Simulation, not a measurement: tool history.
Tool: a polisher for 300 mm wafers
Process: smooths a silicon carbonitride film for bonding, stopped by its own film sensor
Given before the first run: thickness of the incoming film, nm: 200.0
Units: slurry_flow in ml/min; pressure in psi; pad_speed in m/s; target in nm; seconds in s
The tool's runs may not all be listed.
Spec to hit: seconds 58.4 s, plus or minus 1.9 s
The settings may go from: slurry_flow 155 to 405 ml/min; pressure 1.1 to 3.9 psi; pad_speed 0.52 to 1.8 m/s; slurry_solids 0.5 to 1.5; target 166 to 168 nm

{"run": 1, "hour": 0.0, "slurry_flow": 260, "pressure": 2.5, "pad_speed": 1.16, "slurry_solids": 1, "target": 168, "seconds": 77.137}
{"run": 2, "hour": 4.5, "slurry_flow": 260, "pressure": 2.6, "pad_speed": 1.16, "slurry_solids": 1, "target": 168, "seconds": 73.473}
{"run": 3, "hour": 11.7, "slurry_flow": 260, "pressure": 2.1, "pad_speed": 1.16, "slurry_solids": 1, "target": 168, "seconds": 90.771}
{"run": 4, "hour": 17.3, "slurry_flow": 260, "pressure": 2.1, "pad_speed": 1.38, "slurry_solids": 1, "target": 168, "seconds": 81.28}
{"run": 5, "hour": 18.9, "slurry_flow": 260, "pressure": 2.3, "pad_speed": 1.38, "slurry_solids": 1, "target": 168, "seconds": 73.997}
{"run": 6, "hour": 22.2, "slurry_flow": 260, "pressure": 2.3, "pad_speed": 1.38, "slurry_solids": 1, "target": 166, "seconds": 77.983}
{"run": 7, "hour": 27.1, "slurry_flow": 260, "pressure": 2.4, "pad_speed": 1.38, "slurry_solids": 1, "target": 166, "seconds": 75.498}
{"run": 8, "hour": 34.9, "slurry_flow": 260, "pressure": 2.5, "pad_speed": 1.38, "slurry_solids": 1, "target": 166, "seconds": 72.297}
{"run": 9, "hour": 40.0, "slurry_flow": 260, "pressure": 2.6, "pad_speed": 1.38, "slurry_solids": 1, "target": 166, "seconds": 69.356}
{"run": 10, "hour": 44.7, "slurry_flow": 260, "pressure": 2.7, "pad_speed": 1.38, "slurry_solids": 1, "target": 166, "seconds": 65.892}
{"run": 11, "hour": 48.1, "slurry_flow": 260, "pressure": 2.7, "pad_speed": 1.38, "slurry_solids": 1, "target": 166, "seconds": 67.059}
{"run": 12, "hour": 52.7, "slurry_flow": 260, "pressure": 2.8, "pad_speed": 1.38, "slurry_solids": 1, "target": 166, "seconds": 65.796}
{"run": 13, "hour": 61.4, "slurry_flow": 260, "pressure": 2.9, "pad_speed": 1.38, "slurry_solids": 1, "target": 166, "seconds": 62.545}

Next run, 4 choices. One meets every target within its allowed miss, the rest don't. Which?
{"run": "A", "hour": 70.1, "slurry_flow": 260, "pressure": 3, "pad_speed": 1.42, "slurry_solids": 1.05, "target": 168, "seconds": "?"}
{"run": "B", "hour": 70.1, "slurry_flow": 310, "pressure": 2.8, "pad_speed": 1.42, "slurry_solids": 1, "target": 168, "seconds": "?"}
{"run": "C", "hour": 70.1, "slurry_flow": 340, "pressure": 2.6, "pad_speed": 1.66, "slurry_solids": 1.2, "target": 167, "seconds": "?"}
{"run": "D", "hour": 70.1, "slurry_flow": 245, "pressure": 2.8, "pad_speed": 1.6, "slurry_solids": 0.95, "target": 168, "seconds": "?"}

move=A seconds=54.291
move=B seconds=57.998
move=C seconds=53.329
move=D seconds=55.368
A: moves the result that the last run missed by most past its target, out the other side
B: in spec on every target
C: moves the result that the last run missed by most past its target, out the other side
D: moves the result that the last run missed by most past its target, out the other side
Correct choice: B, which meets every target

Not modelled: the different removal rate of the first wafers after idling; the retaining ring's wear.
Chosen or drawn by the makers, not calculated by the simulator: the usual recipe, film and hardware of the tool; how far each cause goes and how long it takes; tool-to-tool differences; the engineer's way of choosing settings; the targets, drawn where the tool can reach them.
